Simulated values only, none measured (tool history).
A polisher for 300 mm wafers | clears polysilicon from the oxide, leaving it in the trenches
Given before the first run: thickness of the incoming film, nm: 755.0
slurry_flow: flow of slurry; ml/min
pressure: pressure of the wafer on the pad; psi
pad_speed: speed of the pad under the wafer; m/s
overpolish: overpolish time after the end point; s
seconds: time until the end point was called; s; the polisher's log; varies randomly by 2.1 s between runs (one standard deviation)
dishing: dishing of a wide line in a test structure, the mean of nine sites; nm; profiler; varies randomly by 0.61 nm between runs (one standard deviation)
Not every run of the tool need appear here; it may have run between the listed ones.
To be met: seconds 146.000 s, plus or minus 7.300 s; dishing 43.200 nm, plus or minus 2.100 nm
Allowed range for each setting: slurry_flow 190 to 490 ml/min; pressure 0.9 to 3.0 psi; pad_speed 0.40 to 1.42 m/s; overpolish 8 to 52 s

run 1 hour=0.0 | slurry_flow=315 pressure=1.9 pad_speed=0.90 overpolish=26 | seconds=97.749 dishing=42.757
run 2 hour=9.0 | slurry_flow=315 pressure=1.9 pad_speed=0.90 overpolish=15 | seconds=99.624 dishing=40.639
run 3 hour=11.5 | slurry_flow=315 pressure=1.5 pad_speed=0.90 overpolish=15 | seconds=121.200 dishing=39.600
run 4 hour=18.4 | slurry_flow=315 pressure=1.4 pad_speed=0.90 overpolish=20 | seconds=130.120 dishing=40.081
run 5 hour=19.0 | slurry_flow=315 pressure=1.4 pad_speed=0.90 overpolish=12 | seconds=128.950 dishing=34.324
run 6 hour=22.4 | slurry_flow=315 pressure=1.4 pad_speed=0.90 overpolish=8 | seconds=126.420 dishing=27.705
run 7 hour=24.7 | slurry_flow=315 pressure=1.4 pad_speed=0.88 overpolish=11 | seconds=134.990 dishing=33.256
run 8 hour=26.3 | slurry_flow=315 pressure=1.4 pad_speed=0.86 overpolish=14 | seconds=136.350 dishing=36.602
run 9 hour=32.0 | slurry_flow=315 pressure=1.4 pad_speed=0.84 overpolish=15 | seconds=139.710 dishing=36.595
run 10 hour=40.7 | slurry_flow=315 pressure=1.4 pad_speed=0.82 overpolish=17 | seconds=147.990 dishing=38.392
run 11 hour=48.5 | slurry_flow=315 pressure=1.4 pad_speed=0.82 overpolish=18 | seconds=146.180 dishing=38.487
run 12 hour=54.4 | slurry_flow=315 pressure=1.4 pad_speed=0.82 overpolish=19 | seconds=145.130 dishing=39.195
run 13 hour=60.0 | slurry_flow=315 pressure=1.4 pad_speed=0.82 overpolish=20 | seconds=143.390 dishing=40.119
run 14 hour=63.2 | slurry_flow=315 pressure=1.4 pad_speed=0.82 overpolish=21 | seconds=139.420 dishing=40.194
run 15 hour=71.7 | slurry_flow=315 pressure=1.4 pad_speed=0.82 overpolish=22 | seconds=141.580 dishing=39.648
run 16 hour=80.1 | slurry_flow=315 pressure=1.4 pad_speed=0.82 overpolish=23 | seconds=140.970 dishing=41.019

4 next moves are on the table. One of them brings every result within its allowed miss. Which?
run A hour=88.5 | slurry_flow=365 pressure=1.7 pad_speed=0.66 overpolish=18 | seconds=? dishing=?
run B hour=88.5 | slurry_flow=305 pressure=1.5 pad_speed=0.88 overpolish=23 | seconds=? dishing=?
run C hour=88.5 | slurry_flow=325 pressure=1.3 pad_speed=0.86 overpolish=30 | seconds=? dishing=?
run D hour=88.5 | slurry_flow=295 pressure=1.5 pad_speed=0.80 overpolish=19 | seconds=? dishing=?

move=A seconds=145.410 dishing=38.627
move=B seconds=125.550 dishing=41.892
move=C seconds=146.750 dishing=42.449
move=D seconds=137.950 dishing=39.719
A: further off than the last run
B: brings the result that was furthest off to its target, and leaves another outside
C: each result inside its tolerance
D: further off than the last run
So the answer is move C, the one that meets all the targets.

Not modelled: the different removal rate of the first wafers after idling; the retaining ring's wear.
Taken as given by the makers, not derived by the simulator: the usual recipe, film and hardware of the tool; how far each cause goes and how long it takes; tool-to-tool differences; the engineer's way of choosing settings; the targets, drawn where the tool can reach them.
